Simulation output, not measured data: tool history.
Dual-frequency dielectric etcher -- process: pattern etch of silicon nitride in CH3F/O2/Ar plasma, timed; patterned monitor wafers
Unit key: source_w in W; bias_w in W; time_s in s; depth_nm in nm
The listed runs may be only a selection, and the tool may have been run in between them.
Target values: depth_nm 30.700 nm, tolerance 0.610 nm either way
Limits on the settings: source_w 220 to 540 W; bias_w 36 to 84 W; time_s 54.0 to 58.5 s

{"run": 1, "hour": 0.0, "source_w": 380, "bias_w": 60, "time_s": 58.5, "depth_nm": 35.69}
{"run": 2, "hour": 3.1, "source_w": 380, "bias_w": 65, "time_s": 58.5, "depth_nm": 36.697}
{"run": 3, "hour": 10.9, "source_w": 450, "bias_w": 65, "time_s": 58.5, "depth_nm": 38.52}
{"run": 4, "hour": 14.3, "source_w": 450, "bias_w": 56, "time_s": 58.5, "depth_nm": 36.616}
{"run": 5, "hour": 22.3, "source_w": 400, "bias_w": 54, "time_s": 58.5, "depth_nm": 34.898}
{"run": 6, "hour": 30.5, "source_w": 330, "bias_w": 54, "time_s": 58.5, "depth_nm": 32.844}
{"run": 7, "hour": 32.0, "source_w": 310, "bias_w": 53, "time_s": 58.5, "depth_nm": 32.02}
{"run": 8, "hour": 35.6, "source_w": 300, "bias_w": 53, "time_s": 58.5, "depth_nm": 31.723}

Which one of the following 5 next-run settings gets every result inside its allowed miss? There is exactly one.
{"run": "A", "hour": 39.2, "source_w": 410, "bias_w": 42, "time_s": 58.5, "depth_nm": "?"}
{"run": "B", "hour": 39.2, "source_w": 350, "bias_w": 54, "time_s": 56.0, "depth_nm": "?"}
{"run": "C", "hour": 39.2, "source_w": 340, "bias_w": 55, "time_s": 56.5, "depth_nm": "?"}
{"run": "D", "hour": 39.2, "source_w": 310, "bias_w": 55, "time_s": 55.5, "depth_nm": "?"}
{"run": "E", "hour": 39.2, "source_w": 310, "bias_w": 54, "time_s": 54.0, "depth_nm": "?"}

move=A depth_nm=32.376
move=B depth_nm=31.916
move=C depth_nm=32.099
move=D depth_nm=30.613
move=E depth_nm=29.599
A: lands further from the targets than the last run did
B: lands further from the targets than the last run did
C: lands further from the targets than the last run did
D: meets every target
E: carries the result that was furthest off beyond its target, to the other side
The right move is D.

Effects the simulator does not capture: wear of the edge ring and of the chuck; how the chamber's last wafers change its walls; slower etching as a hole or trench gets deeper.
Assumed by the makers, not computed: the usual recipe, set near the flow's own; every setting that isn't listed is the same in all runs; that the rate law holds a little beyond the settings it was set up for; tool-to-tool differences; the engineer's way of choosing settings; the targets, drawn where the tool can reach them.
